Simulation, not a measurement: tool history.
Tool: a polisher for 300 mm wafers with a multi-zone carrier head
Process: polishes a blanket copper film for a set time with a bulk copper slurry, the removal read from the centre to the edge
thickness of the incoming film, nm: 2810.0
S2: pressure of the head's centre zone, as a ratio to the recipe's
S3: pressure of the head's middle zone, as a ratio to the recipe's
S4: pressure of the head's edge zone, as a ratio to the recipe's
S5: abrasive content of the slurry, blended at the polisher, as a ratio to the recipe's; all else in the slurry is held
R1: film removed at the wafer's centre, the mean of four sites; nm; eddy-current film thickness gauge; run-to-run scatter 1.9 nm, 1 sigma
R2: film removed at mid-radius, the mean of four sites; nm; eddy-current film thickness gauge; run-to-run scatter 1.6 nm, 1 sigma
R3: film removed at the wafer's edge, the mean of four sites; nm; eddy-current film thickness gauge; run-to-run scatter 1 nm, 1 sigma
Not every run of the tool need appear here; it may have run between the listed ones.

Run 1, day 0: flow of slurry (ml/min) 200, S2 1, S3 1, S4 1, S5 1, polishing time (s) 39. Result: R1 157.09 nm, R2 154.08 nm, R3 159.28 nm.
Run 2, day 0.112: flow of slurry (ml/min) 200, S2 1, S3 1, S4 1, S5 0.9, polishing time (s) 39. Result: R1 153.46 nm, R2 154.01 nm, R3 157.76 nm.
Run 3, day 0.412: flow of slurry (ml/min) 200, S2 1, S3 1.06, S4 1, S5 0.9, polishing time (s) 39. Result: R1 155.68 nm, R2 163.09 nm, R3 156.17 nm.
Run 4, day 0.783: flow of slurry (ml/min) 195, S2 1.01, S3 1.05, S4 0.97, S5 0.85, polishing time (s) 39. Result: R1 152 nm, R2 158.48 nm, R3 151.34 nm.
Run 5, day 0.929: flow of slurry (ml/min) 195, S2 1.01, S3 1.05, S4 0.97, S5 0.85, polishing time (s) 43. Result: R1 168.8 nm, R2 175.64 nm, R3 167.5 nm.
Run 6, day 1.162: flow of slurry (ml/min) 195, S2 1.01, S3 1.05, S4 0.93, S5 0.85, polishing time (s) 43. Result: R1 171.01 nm, R2 174.37 nm, R3 164.52 nm.
Run 7, day 1.354: flow of slurry (ml/min) 190, S2 1.01, S3 1.04, S4 0.91, S5 0.75, polishing time (s) 43. Result: R1 163.91 nm, R2 168.03 nm, R3 158.52 nm.
Run 8, day 1.65: flow of slurry (ml/min) 185, S2 1.01, S3 1.03, S4 0.89, S5 0.7, polishing time (s) 43. Result: R1 161.63 nm, R2 167.46 nm, R3 153.11 nm.
Run 9, day 1.871: flow of slurry (ml/min) 180, S2 1.01, S3 1.01, S4 0.87, S5 0.65, polishing time (s) 43. Result: R1 157.72 nm, R2 157.34 nm, R3 151.35 nm.
Run 10, day 2.229: flow of slurry (ml/min) 175, S2 1.01, S3 1.01, S4 0.86, S5 0.6, polishing time (s) 43. Result: R1 152.91 nm, R2 150.69 nm, R3 146.16 nm.
Run 11, day 2.367: flow of slurry (ml/min) 170, S2 1.01, S3 1.01, S4 0.85, S5 0.6, polishing time (s) 43. Result: R1 156.21 nm, R2 153.04 nm, R3 145.27 nm.
Run 12, day 2.596: flow of slurry (ml/min) 165, S2 1, S3 1.01, S4 0.84, S5 0.6, polishing time (s) 43. Result: R1 150.36 nm, R2 150.76 nm, R3 142.55 nm.

For run 13, what comes out?
Run 13, day 2.838: flow of slurry (ml/min) 160, S2 1, S3 1.01, S4 0.83, S5 0.6, polishing time (s) 43. Result: R1 ?, R2 ?, R3 ?.

For run 13 the tool returned R1 155.3 nm, R2 152.33 nm, R3 143.31 nm.

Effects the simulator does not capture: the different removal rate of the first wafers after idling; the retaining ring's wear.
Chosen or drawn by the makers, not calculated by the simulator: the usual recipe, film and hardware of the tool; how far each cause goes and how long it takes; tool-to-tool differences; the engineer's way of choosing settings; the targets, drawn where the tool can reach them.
